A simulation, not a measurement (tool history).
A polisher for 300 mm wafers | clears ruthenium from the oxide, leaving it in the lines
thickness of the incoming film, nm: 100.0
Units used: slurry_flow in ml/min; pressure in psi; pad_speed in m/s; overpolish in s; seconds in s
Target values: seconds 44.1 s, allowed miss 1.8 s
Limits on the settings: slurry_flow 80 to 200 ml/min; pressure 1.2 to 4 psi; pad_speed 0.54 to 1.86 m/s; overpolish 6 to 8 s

run  hour  slurry_flow  pressure  pad_speed  overpolish  seconds
  1     0          130       2.6       1.18           8   75.893
  2   7.7          130         3       1.18           8   65.826
  3  16.3          130       2.6       1.18           8   75.292
  4  18.2          155       2.6       1.18           8   73.877
  5  23.9          155         3        1.2           8   62.852
  6  28.6          155       3.2        1.2           8   59.028
  7  31.5          155       3.4        1.2           8   55.775
  8  40.5          155       3.6       1.22           8   52.607

Consider the 5 candidate settings below. Which is the only one whose results all fall within their allowed miss of target?
  A  49.5          155       3.6       0.92           8        ?
  B  49.5          145         4        1.2           6        ?
  C  49.5          150       3.9       1.34           8        ?
  D  49.5          185       3.5        1.6           8        ?
  E  49.5          140         4       1.44           7        ?

move  seconds
   A   68.339
   B   48.216
   C   44.146
   D   39.978
   E   40.626
A: its largest miss is bigger than the last run's
B: closer than the last run, but not yet in spec
C: hits every target within its allowed miss
D: takes the result that was furthest off past its target
E: takes the result that was furthest off past its target
The move that meets every target is C.
